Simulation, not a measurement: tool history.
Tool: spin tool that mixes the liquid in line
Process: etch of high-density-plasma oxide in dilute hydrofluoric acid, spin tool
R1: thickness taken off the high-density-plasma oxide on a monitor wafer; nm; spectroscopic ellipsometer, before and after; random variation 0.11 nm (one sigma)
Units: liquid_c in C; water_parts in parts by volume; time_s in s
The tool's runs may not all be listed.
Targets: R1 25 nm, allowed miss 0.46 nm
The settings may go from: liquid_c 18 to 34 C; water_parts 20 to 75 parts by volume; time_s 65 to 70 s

{"run": 1, "hour": 0.0, "liquid_c": 26, "water_parts": 45, "time_s": 65, "R1": 14.497}
{"run": 2, "hour": 0.6, "liquid_c": 27.5, "water_parts": 45, "time_s": 65, "R1": 15.18}
{"run": 3, "hour": 9.1, "liquid_c": 28.5, "water_parts": 45, "time_s": 65, "R1": 15.928}
{"run": 4, "hour": 15.0, "liquid_c": 28.5, "water_parts": 45, "time_s": 70, "R1": 17.127}
{"hour": 16.4, "done": "thermometer replaced"}
{"run": 5, "hour": 16.4, "liquid_c": 25.5, "water_parts": 45, "time_s": 70, "R1": 14.293}
{"run": 6, "hour": 22.7, "liquid_c": 27, "water_parts": 45, "time_s": 70, "R1": 15.225}
{"run": 7, "hour": 26.8, "liquid_c": 28, "water_parts": 45, "time_s": 70, "R1": 15.67}
{"run": 8, "hour": 31.5, "liquid_c": 29, "water_parts": 45, "time_s": 70, "R1": 16.399}

Which of these 4 next moves meets every target?
{"run": "A", "hour": 36.2, "liquid_c": 28, "water_parts": 55, "time_s": 65, "R1": "?"}
{"run": "B", "hour": 36.2, "liquid_c": 29.5, "water_parts": 55, "time_s": 65, "R1": "?"}
{"run": "C", "hour": 36.2, "liquid_c": 33, "water_parts": 35, "time_s": 70, "R1": "?"}
{"run": "D", "hour": 36.2, "liquid_c": 30.5, "water_parts": 55, "time_s": 70, "R1": "?"}

move=A R1=11.773
move=B R1=12.49
move=C R1=25.021
move=D R1=13.987
A: further off than the last run
B: further off than the last run
C: meets every target
D: further off than the last run
Move C is the one to make.
